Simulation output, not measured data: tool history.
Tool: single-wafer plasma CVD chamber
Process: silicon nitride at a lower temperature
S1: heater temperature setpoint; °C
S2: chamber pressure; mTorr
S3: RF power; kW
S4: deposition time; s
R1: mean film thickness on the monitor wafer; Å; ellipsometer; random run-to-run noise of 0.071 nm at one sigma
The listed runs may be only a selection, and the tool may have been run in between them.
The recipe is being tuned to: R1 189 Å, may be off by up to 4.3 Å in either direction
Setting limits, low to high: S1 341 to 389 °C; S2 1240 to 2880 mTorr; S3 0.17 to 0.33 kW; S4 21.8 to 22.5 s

| run | hour | S1 | S2 | S3 | S4 | R1 |
|---|---|---|---|---|---|---|
| 1 | 0 | 365 | 2060 | 0.25 | 21.8 | 215.44 |
| 2 | 6.5 | 365 | 1950 | 0.245 | 21.8 | 206.08 |
| 3 | 14.2 | 365 | 1870 | 0.245 | 21.8 | 203.35 |
| 4 | 18.6 | 365 | 1810 | 0.245 | 21.8 | 201.41 |
| 5 | 20.8 | 365 | 1810 | 0.245 | 22.5 | 207.7 |
| 6 | 29.3 | 365 | 1810 | 0.245 | 22.5 | 208.22 |
| 7 | 32 | 365 | 1730 | 0.245 | 22.5 | 204.75 |
| 8 | 36.8 | 365 | 1730 | 0.245 | 22.5 | 203.38 |
| 9 | 38.8 | 365 | 1380 | 0.23 | 22.4 | 172.42 |
| 10 | 41.9 | 365 | 1380 | 0.23 | 22.4 | 173.13 |
| 11 | 42.9 | 365 | 1440 | 0.23 | 22.4 | 177.97 |
| 12 | 44.9 | 365 | 1480 | 0.23 | 22.4 | 178.59 |
| 13 | 49.7 | 365 | 1520 | 0.23 | 22.4 | 181.27 |
| 14 | 56.3 | 365 | 1550 | 0.23 | 22.4 | 182.84 |
| 15 | 57 | 365 | 1730 | 0.235 | 22.4 | 194.87 |
| 16 | 62 | 365 | 1710 | 0.235 | 22.4 | 196.42 |
| 17 | 64.9 | 365 | 1690 | 0.235 | 22.4 | 194.05 |

Exactly one of the 5 candidate moves below puts every result within its allowed miss. Which one?
| A | 67.8 | 368 | 2180 | 0.22 | 22.5 | ? |
| B | 67.8 | 371 | 1630 | 0.245 | 22.5 | ? |
| C | 67.8 | 376 | 1840 | 0.2 | 22.5 | ? |
| D | 67.8 | 367 | 1870 | 0.215 | 21.8 | ? |
| E | 67.8 | 365 | 1480 | 0.255 | 21.9 | ? |

| move | R1 |
|---|---|
| A | 204.71 |
| B | 199.29 |
| C | 175.99 |
| D | 183.53 |
| E | 191.75 |
A: misses by more than the last run did
B: misses by more than the last run did
C: carries the result that was furthest off beyond its target, to the other side
D: carries the result that was furthest off beyond its target, to the other side
E: each result inside its tolerance
E meets every target.

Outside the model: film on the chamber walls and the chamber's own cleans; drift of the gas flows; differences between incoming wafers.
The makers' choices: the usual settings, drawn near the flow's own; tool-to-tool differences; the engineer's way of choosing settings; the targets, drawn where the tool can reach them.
